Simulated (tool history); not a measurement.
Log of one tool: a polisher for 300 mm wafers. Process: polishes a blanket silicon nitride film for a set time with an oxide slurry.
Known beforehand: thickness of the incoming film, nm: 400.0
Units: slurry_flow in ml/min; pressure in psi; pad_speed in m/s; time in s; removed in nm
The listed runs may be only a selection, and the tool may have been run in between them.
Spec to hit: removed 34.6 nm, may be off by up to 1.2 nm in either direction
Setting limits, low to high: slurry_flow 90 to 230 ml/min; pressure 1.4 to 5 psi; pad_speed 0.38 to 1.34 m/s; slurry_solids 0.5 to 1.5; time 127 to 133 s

Run 1, day 0: slurry_flow 150 ml/min, pressure 3.2 psi, pad_speed 0.86 m/s, slurry_solids 1, time 127 s. Result: removed 67.08 nm.
Run 2, day 0.05: slurry_flow 150 ml/min, pressure 2.9 psi, pad_speed 0.84 m/s, slurry_solids 1, time 127 s. Result: removed 59.245 nm.
Run 3, day 0.162: slurry_flow 150 ml/min, pressure 2.9 psi, pad_speed 0.84 m/s, slurry_solids 1, time 133 s. Result: removed 62.289 nm.
Run 4, day 0.438: slurry_flow 150 ml/min, pressure 2.6 psi, pad_speed 0.84 m/s, slurry_solids 1, time 133 s. Result: removed 56.918 nm.
Run 5, day 0.808: slurry_flow 150 ml/min, pressure 3.3 psi, pad_speed 0.84 m/s, slurry_solids 1, time 133 s. Result: removed 72.325 nm.
Run 6, day 0.908: slurry_flow 150 ml/min, pressure 2.9 psi, pad_speed 0.82 m/s, slurry_solids 1, time 133 s. Result: removed 61.692 nm.
Run 7, day 1.15: slurry_flow 135 ml/min, pressure 2 psi, pad_speed 0.76 m/s, slurry_solids 1, time 133 s. Result: removed 40.61 nm.
Run 8, day 1.208: slurry_flow 130 ml/min, pressure 1.9 psi, pad_speed 0.76 m/s, slurry_solids 1, time 133 s. Result: removed 38.176 nm.

Which one of the following 4 next-run settings gets every result inside its allowed miss? There is exactly one.
Run A, day 1.267: slurry_flow 125 ml/min, pressure 2.6 psi, pad_speed 0.5 m/s, slurry_solids 1, time 128 s. Result: removed ?.
Run B, day 1.267: slurry_flow 110 ml/min, pressure 2.2 psi, pad_speed 0.72 m/s, slurry_solids 1, time 130 s. Result: removed ?.
Run C, day 1.267: slurry_flow 145 ml/min, pressure 1.8 psi, pad_speed 0.72 m/s, slurry_solids 1, time 131 s. Result: removed ?.
Run D, day 1.267: slurry_flow 130 ml/min, pressure 1.9 psi, pad_speed 0.84 m/s, slurry_solids 0.85, time 133 s. Result: removed ?.

move  removed
   A   36.337
   B   39.579
   C   34.218
   D   37.106
A: closer than the last run, but not yet in spec
B: further off than the last run
C: all results in spec
D: closer than the last run, but not yet in spec
C meets every target.

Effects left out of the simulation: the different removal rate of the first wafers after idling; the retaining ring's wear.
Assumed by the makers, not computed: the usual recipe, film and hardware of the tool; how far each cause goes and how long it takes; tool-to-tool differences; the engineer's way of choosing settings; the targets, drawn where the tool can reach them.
